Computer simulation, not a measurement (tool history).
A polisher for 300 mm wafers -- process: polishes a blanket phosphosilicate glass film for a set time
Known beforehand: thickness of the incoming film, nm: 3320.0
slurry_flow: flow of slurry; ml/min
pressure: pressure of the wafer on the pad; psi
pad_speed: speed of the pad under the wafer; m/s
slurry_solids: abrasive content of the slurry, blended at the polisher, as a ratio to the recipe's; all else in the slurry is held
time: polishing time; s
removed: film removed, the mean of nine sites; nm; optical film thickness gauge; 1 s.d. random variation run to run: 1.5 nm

run 1 hour=0 | slurry_flow=315 pressure=3.3 pad_speed=1.16 slurry_solids=1 time=36 | removed=376.62
run 2 hour=4.2 | slurry_flow=315 pressure=3.1 pad_speed=1.16 slurry_solids=1 time=36 | removed=362.46
run 3 hour=5.2 | slurry_flow=315 pressure=3.5 pad_speed=1.16 slurry_solids=1 time=36 | removed=392.58
run 4 hour=11.2 | slurry_flow=315 pressure=3.5 pad_speed=1.16 slurry_solids=1 time=32 | removed=351.46
run 5 hour=14.7 | slurry_flow=315 pressure=3.2 pad_speed=1.16 slurry_solids=1 time=32 | removed=330.91
run 6 hour=23.1 | slurry_flow=315 pressure=3.7 pad_speed=1.16 slurry_solids=1 time=32 | removed=360.93
run 7 hour=30 | slurry_flow=300 pressure=2.7 pad_speed=1.14 slurry_solids=1 time=32 | removed=291.89

Run 8, settings as shown, results not yet in. Your forecast:
-- hour=38.9 worn pad replaced by a new one
run 8 hour=38.9 | slurry_flow=295 pressure=2.6 pad_speed=1.14 slurry_solids=1 time=32 | removed=?

For run 8 the tool returned removed 303.79 nm.
